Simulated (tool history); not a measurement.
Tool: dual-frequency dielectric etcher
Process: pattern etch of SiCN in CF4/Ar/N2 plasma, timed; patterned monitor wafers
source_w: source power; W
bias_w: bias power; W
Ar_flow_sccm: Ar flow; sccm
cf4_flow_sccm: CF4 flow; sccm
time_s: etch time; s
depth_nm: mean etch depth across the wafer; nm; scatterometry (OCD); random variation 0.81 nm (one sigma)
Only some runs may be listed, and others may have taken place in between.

run,hour,source_w,bias_w,Ar_flow_sccm,cf4_flow_sccm,time_s,depth_nm
1,0,510,63,137,52,217,166.7
2,4.4,490,63,137,52,217,161.97
3,7.5,470,63,137,52,217,158.13
4,11.9,470,63,124,52,217,161.81
5,19,470,63,136,52,217,157.51
6,25.4,470,54,136,52,217,153.32
7,30.5,450,54,136,52,217,148.22

Run 8 has not been measured yet. What should we expect?
8,32.1,430,54,136,52,217,?

{"run 8": {"depth_nm": 144.57}}
